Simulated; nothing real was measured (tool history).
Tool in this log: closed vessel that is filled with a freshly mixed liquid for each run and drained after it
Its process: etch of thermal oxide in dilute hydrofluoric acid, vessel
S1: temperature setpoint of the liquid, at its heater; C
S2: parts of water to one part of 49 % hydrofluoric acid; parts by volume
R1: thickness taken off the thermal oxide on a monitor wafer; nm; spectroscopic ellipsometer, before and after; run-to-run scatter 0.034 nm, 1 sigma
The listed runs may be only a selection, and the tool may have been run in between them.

Run 1, hour 0.0: S1 20.0 C, S2 165 parts by volume, time in the liquid (s) 230. Result: R1 5.5712 nm.
Run 2, hour 8.1: S1 20.0 C, S2 165 parts by volume, time in the liquid (s) 230. Result: R1 5.5599 nm.
Run 3, hour 16.6: S1 22.0 C, S2 165 parts by volume, time in the liquid (s) 230. Result: R1 6.0182 nm.
Run 4, hour 21.9: S1 22.0 C, S2 165 parts by volume, time in the liquid (s) 230. Result: R1 5.9771 nm.
Run 5, hour 24.9: S1 24.5 C, S2 165 parts by volume, time in the liquid (s) 230. Result: R1 6.6298 nm.
Run 6, hour 30.3: S1 25.0 C, S2 165 parts by volume, time in the liquid (s) 230. Result: R1 6.7755 nm.

Run 7 has not been measured yet. What should we expect?
Run 7, hour 33.6: S1 25.5 C, S2 165 parts by volume, time in the liquid (s) 230. Result: R1 ?.

R1: 6.9114 nm
